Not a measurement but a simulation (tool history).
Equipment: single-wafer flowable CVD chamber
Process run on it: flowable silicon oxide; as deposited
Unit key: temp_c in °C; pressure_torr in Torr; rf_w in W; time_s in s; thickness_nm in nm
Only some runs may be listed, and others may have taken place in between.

run,day,temp_c,pressure_torr,rf_w,time_s,thickness_nm
1,0,95,0.853,2025,423,318.69
2,0.312,95,0.853,2025,437,325.6
3,0.433,95,0.853,2025,437,330.38
4,0.521,90,0.854,2025,437,379.65
# day 0.608: thermocouple changed; heater temperature recalibrated
5,0.608,90,0.854,2025,437,427.1
6,0.858,88,0.854,2025,437,452.47
7,1.15,88,0.854,2025,437,451.22
8,1.5,86,0.854,2025,437,475.55
9,1.529,86,0.854,2025,437,477.41
10,1.742,85,0.854,2025,437,488.77
11,2.025,84,0.854,2025,437,504.44

Expected results for the next run?
12,2.367,83,0.854,2025,437,?

{"run 12": {"thickness_nm": 513.88}}

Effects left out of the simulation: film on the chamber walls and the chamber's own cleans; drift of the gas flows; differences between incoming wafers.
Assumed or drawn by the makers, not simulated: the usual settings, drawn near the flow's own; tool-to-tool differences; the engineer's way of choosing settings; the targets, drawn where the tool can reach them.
